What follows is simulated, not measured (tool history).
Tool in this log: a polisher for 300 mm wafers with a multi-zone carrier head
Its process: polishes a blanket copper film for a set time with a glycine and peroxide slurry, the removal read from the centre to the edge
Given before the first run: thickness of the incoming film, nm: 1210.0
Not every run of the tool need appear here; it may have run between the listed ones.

| run | hour | flow of slurry (ml/min) | pressure of the head's centre zone | pressure of the head's middle zone | pressure of the head's edge zone | polishing time (s) | film removed at the wafer's centre (nm) | film removed at mid-radius (nm) | film removed at the wafer's edge (nm) |
|---|---|---|---|---|---|---|---|---|---|
| 1 | 0 | 155 | 1 | 1 | 1 | 58 | 503.62 | 492.94 | 500.57 |
| 2 | 4.4 | 155 | 0.96 | 1 | 1 | 58 | 505.39 | 491.62 | 511.37 |
| 3 | 5.3 | 155 | 0.96 | 1 | 0.96 | 58 | 492.33 | 495.74 | 492.08 |
| 4 | 7.5 | 155 | 0.96 | 1.07 | 0.96 | 58 | 507.69 | 520.99 | 487.78 |
| 5 | 15.6 | 180 | 0.96 | 1.07 | 0.96 | 58 | 497.48 | 530.08 | 493.15 |
| 6 | 20.9 | 160 | 0.96 | 1.07 | 0.96 | 58 | 491.71 | 522.46 | 491.23 |
| 7 | 23 | 185 | 0.88 | 0.97 | 0.86 | 42 | 349.12 | 354.56 | 335.58 |
| 8 | 28.2 | 185 | 0.88 | 0.98 | 0.87 | 42 | 349.25 | 361.25 | 343.43 |
| 9 | 30.3 | 185 | 0.88 | 0.98 | 0.88 | 42 | 349.36 | 357.39 | 347.38 |

Run 10, settings as shown, results not yet in. Your forecast:
| 10 | 38.3 | 185 | 0.88 | 0.99 | 0.88 | 42 | ? | ? | ? |

film removed at the wafer's centre (nm): 354.97
film removed at mid-radius (nm): 363.82
film removed at the wafer's edge (nm): 351.52
